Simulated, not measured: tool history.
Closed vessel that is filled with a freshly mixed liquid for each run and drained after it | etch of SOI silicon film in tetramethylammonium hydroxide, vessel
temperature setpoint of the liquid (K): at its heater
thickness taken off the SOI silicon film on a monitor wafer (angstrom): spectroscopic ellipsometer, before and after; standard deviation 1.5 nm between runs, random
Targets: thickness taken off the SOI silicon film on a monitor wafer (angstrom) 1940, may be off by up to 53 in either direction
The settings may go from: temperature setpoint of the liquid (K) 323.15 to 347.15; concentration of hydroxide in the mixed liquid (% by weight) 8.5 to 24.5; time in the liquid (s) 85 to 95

run,hour,temperature setpoint of the liquid (K),concentration of hydroxide in the mixed liquid (% by weight),time in the liquid (s),thickness taken off the SOI silicon film on a monitor wafer (angstrom)
1,0,334.15,16.5,85,2985.4
2,8.5,333.15,16.5,85,2815.3
3,13.3,332.65,16.5,85,2698.5
4,21.3,332.65,18,85,2621.9
5,24.6,332.65,18,85,2596.6
6,27.8,332.65,15,85,2768.7
7,35.7,332.15,15,85,2698.6
8,42.8,331.65,15,85,2609.8
9,46.4,331.15,15,85,2500.2
10,50.7,330.65,15,85,2433.9
11,52,326.15,15,85,1834

Consider the 4 candidate settings below. Which is the only one whose results all fall within their allowed miss of target?
A,53.3,324.65,15,90,?
B,53.3,325.15,13,90,?
C,53.3,324.15,13,85,?
D,53.3,326.15,15.5,85,?

move,thickness taken off the SOI silicon film on a monitor wafer (angstrom)
A,1766.7
B,1963.4
C,1735.8
D,1822.1
A: its largest miss is bigger than the last run's
B: hits every target within its allowed miss
C: its largest miss is bigger than the last run's
D: its largest miss is bigger than the last run's
So the answer is move B, the one that meets all the targets.
